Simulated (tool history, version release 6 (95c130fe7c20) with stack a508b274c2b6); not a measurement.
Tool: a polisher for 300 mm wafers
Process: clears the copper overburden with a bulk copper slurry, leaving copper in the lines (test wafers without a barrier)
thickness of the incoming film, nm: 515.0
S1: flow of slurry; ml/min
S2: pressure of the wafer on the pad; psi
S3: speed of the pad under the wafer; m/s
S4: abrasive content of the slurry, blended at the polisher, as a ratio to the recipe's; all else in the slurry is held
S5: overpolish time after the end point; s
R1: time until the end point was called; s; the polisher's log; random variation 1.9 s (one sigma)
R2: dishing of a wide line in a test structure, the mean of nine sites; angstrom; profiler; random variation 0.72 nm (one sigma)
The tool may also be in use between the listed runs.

| run | hour | S1 | S2 | S3 | S4 | S5 | R1 | R2 |
|---|---|---|---|---|---|---|---|---|
| 1 | 0 | 170 | 1.7 | 0.86 | 1 | 27 | 114.04 | 662.47 |
| 2 | 7.9 | 205 | 1.7 | 0.86 | 1 | 27 | 113.62 | 669.76 |
| 3 | 12.8 | 205 | 1.7 | 0.74 | 1 | 27 | 130.88 | 616.01 |
| 4 | 20.3 | 195 | 1.6 | 0.8 | 1.05 | 25 | 125.87 | 611.62 |
| 5 | 23.6 | 195 | 1.6 | 0.8 | 1.05 | 30 | 131.53 | 657.57 |
| 6 | 29.4 | 235 | 1.6 | 0.8 | 1.05 | 30 | 121.99 | 656.01 |
| 7 | 35 | 235 | 1.6 | 0.8 | 1.05 | 30 | 126.12 | 663.29 |
| 8 | 37.9 | 240 | 1.5 | 0.86 | 1 | 28 | 123.52 | 635.52 |
| 9 | 44.7 | 240 | 1.5 | 0.86 | 1 | 28 | 122.16 | 633.08 |
| 10 | 49.9 | 240 | 1.5 | 0.86 | 1 | 28 | 124.7 | 596.77 |

Run 11 comes next. What will it give?
| 11 | 56 | 245 | 1.5 | 0.9 | 0.95 | 26 | ? | ? |

R1: 122.67 s
R2: 648.65 angstrom
